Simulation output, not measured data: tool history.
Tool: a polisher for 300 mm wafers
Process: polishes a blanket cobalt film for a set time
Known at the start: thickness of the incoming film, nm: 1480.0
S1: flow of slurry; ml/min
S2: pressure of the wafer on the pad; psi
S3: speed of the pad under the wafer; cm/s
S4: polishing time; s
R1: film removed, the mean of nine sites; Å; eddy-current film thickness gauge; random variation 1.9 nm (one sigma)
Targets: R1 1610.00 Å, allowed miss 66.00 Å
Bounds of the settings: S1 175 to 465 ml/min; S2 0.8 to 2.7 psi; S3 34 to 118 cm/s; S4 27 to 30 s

Run 1, hour 0.0: S1 295 ml/min, S2 1.7 psi, S3 76 cm/s, S4 30 s. Result: R1 914.12 Å.
Run 2, hour 7.9: S1 295 ml/min, S2 2.0 psi, S3 76 cm/s, S4 30 s. Result: R1 1050.10 Å.
Run 3, hour 15.1: S1 295 ml/min, S2 1.6 psi, S3 76 cm/s, S4 30 s. Result: R1 844.69 Å.
Run 4, hour 22.8: S1 295 ml/min, S2 1.8 psi, S3 76 cm/s, S4 30 s. Result: R1 989.29 Å.
Run 5, hour 24.7: S1 295 ml/min, S2 1.8 psi, S3 76 cm/s, S4 30 s. Result: R1 969.31 Å.
Run 6, hour 29.5: S1 295 ml/min, S2 2.1 psi, S3 76 cm/s, S4 30 s. Result: R1 1098.00 Å.
Run 7, hour 38.4: S1 295 ml/min, S2 2.3 psi, S3 78 cm/s, S4 30 s. Result: R1 1271.40 Å.
Run 8, hour 45.9: S1 295 ml/min, S2 2.7 psi, S3 80 cm/s, S4 30 s. Result: R1 1526.80 Å.

Which of these 5 next moves meets every target?
Run A, hour 53.4: S1 320 ml/min, S2 2.7 psi, S3 88 cm/s, S4 30 s. Result: R1 ?.
Run B, hour 53.4: S1 350 ml/min, S2 2.2 psi, S3 94 cm/s, S4 29 s. Result: R1 ?.
Run C, hour 53.4: S1 335 ml/min, S2 2.6 psi, S3 84 cm/s, S4 27 s. Result: R1 ?.
Run D, hour 53.4: S1 310 ml/min, S2 2.2 psi, S3 92 cm/s, S4 28 s. Result: R1 ?.
Run E, hour 53.4: S1 275 ml/min, S2 2.7 psi, S3 80 cm/s, S4 29 s. Result: R1 ?.

move       R1
   A  1661.10
   B  1421.90
   C  1384.00
   D  1330.40
   E  1442.30
A: meets every target
B: further off than the last run
C: further off than the last run
D: further off than the last run
E: further off than the last run
Answer: A
